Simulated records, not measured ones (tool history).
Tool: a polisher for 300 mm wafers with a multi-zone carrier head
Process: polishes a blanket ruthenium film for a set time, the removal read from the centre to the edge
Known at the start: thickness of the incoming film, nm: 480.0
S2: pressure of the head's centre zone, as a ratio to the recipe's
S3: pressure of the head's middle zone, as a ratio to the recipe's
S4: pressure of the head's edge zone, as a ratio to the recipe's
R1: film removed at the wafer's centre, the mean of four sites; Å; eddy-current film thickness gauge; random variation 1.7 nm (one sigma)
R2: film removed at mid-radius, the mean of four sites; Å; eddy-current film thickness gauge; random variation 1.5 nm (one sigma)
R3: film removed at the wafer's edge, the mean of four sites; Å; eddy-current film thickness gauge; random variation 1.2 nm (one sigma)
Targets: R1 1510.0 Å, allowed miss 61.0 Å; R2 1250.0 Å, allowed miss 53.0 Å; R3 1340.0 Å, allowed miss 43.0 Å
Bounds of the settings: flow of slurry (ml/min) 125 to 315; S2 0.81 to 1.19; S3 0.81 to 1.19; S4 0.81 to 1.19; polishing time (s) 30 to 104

run 1 hour=0.0 | flow_of_slurry_(ml/min)=205 S2=1.00 S3=1.00 S4=1.00 polishing_time_(s)=67 | R1=1111.2 R2=1149.2 R3=1154.5
run 2 hour=5.6 | flow_of_slurry_(ml/min)=205 S2=1.00 S3=1.00 S4=1.03 polishing_time_(s)=67 | R1=1064.2 R2=1163.1 R3=1164.9
run 3 hour=6.2 | flow_of_slurry_(ml/min)=205 S2=0.94 S3=1.00 S4=1.03 polishing_time_(s)=67 | R1=1054.8 R2=1161.5 R3=1167.8
run 4 hour=14.8 | flow_of_slurry_(ml/min)=220 S2=0.99 S3=0.97 S4=0.99 polishing_time_(s)=70 | R1=1154.6 R2=1183.9 R3=1201.7
run 5 hour=18.6 | flow_of_slurry_(ml/min)=230 S2=1.04 S3=0.95 S4=0.98 polishing_time_(s)=72 | R1=1260.2 R2=1197.6 R3=1223.2
run 6 hour=21.5 | flow_of_slurry_(ml/min)=235 S2=1.07 S3=0.94 S4=0.99 polishing_time_(s)=73 | R1=1310.7 R2=1180.4 R3=1273.6
run 7 hour=23.9 | flow_of_slurry_(ml/min)=245 S2=1.10 S3=0.95 S4=0.99 polishing_time_(s)=74 | R1=1384.6 R2=1261.9 R3=1295.5
run 8 hour=29.8 | flow_of_slurry_(ml/min)=250 S2=1.12 S3=0.94 S4=0.99 polishing_time_(s)=74 | R1=1406.7 R2=1243.0 R3=1302.6
run 9 hour=31.3 | flow_of_slurry_(ml/min)=255 S2=1.14 S3=0.93 S4=0.99 polishing_time_(s)=74 | R1=1411.8 R2=1231.7 R3=1309.8
run 10 hour=32.6 | flow_of_slurry_(ml/min)=260 S2=1.15 S3=0.93 S4=0.99 polishing_time_(s)=74 | R1=1441.9 R2=1214.1 R3=1282.8

Which of these 5 next moves meets every target?
run A hour=33.9 | flow_of_slurry_(ml/min)=275 S2=1.00 S3=0.96 S4=0.95 polishing_time_(s)=74 | R1=? R2=? R3=?
run B hour=33.9 | flow_of_slurry_(ml/min)=255 S2=1.07 S3=1.01 S4=1.06 polishing_time_(s)=73 | R1=? R2=? R3=?
run C hour=33.9 | flow_of_slurry_(ml/min)=220 S2=1.11 S3=0.90 S4=0.98 polishing_time_(s)=83 | R1=? R2=? R3=?
run D hour=33.9 | flow_of_slurry_(ml/min)=315 S2=1.19 S3=0.86 S4=0.86 polishing_time_(s)=72 | R1=? R2=? R3=?
run E hour=33.9 | flow_of_slurry_(ml/min)=300 S2=1.11 S3=0.86 S4=0.90 polishing_time_(s)=79 | R1=? R2=? R3=?

move=A R1=1256.6 R2=1271.5 R3=1295.9
move=B R1=1314.7 R2=1297.0 R3=1338.1
move=C R1=1516.8 R2=1312.8 R3=1445.1
move=D R1=1478.4 R2=1144.0 R3=1219.1
move=E R1=1504.4 R2=1249.7 R3=1360.5
A: further off than the last run
B: brings the result that was furthest off to its target, and leaves another outside
C: takes the result that was furthest off past its target
D: further off than the last run
E: meets every target
Move E is the one to make.

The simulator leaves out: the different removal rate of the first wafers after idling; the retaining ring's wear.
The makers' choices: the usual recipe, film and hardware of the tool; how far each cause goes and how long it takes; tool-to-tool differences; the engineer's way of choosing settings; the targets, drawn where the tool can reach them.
